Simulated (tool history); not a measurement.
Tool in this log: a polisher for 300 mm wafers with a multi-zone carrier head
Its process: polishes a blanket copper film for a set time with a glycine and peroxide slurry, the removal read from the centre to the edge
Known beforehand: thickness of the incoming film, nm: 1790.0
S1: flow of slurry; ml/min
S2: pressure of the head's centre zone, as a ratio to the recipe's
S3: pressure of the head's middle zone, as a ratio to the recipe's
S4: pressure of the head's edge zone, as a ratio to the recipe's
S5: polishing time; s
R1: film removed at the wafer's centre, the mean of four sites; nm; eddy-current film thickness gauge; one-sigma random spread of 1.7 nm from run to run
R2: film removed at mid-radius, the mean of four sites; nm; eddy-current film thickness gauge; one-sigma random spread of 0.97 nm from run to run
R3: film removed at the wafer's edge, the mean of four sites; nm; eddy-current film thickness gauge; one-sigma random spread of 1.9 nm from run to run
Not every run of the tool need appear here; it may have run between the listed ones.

run    day   S1    S2    S3    S4  S5      R1      R2      R3
  1      0  125     1     1     1  35  146.27  144.55  144.83
  2  0.212  125     1  1.08     1  35  144.57  152.06  146.57
  3  0.283  125  0.99  1.04  1.05  36   146.7  153.77  151.92
  4  0.367  125  0.99  1.04  1.05  33  136.55  140.83  138.38
  5  0.467   95  0.99  1.04  1.05  33  123.25  128.19  133.15
  6  0.829   95  0.99  1.04  0.97  33  124.01   130.1   128.5
  7  0.992  100  0.98  1.01  1.02  35  132.71  135.98  141.54
  8  1.221  105  0.97  0.99  1.06  36  136.96  140.65  149.72

Estimate the outcome of run 9 from the log above:
  9  1.254  110  0.96  0.97  1.09  37   ?   ?   ?

R1: 143.4 nm
R2: 145.12 nm
R3: 156.15 nm
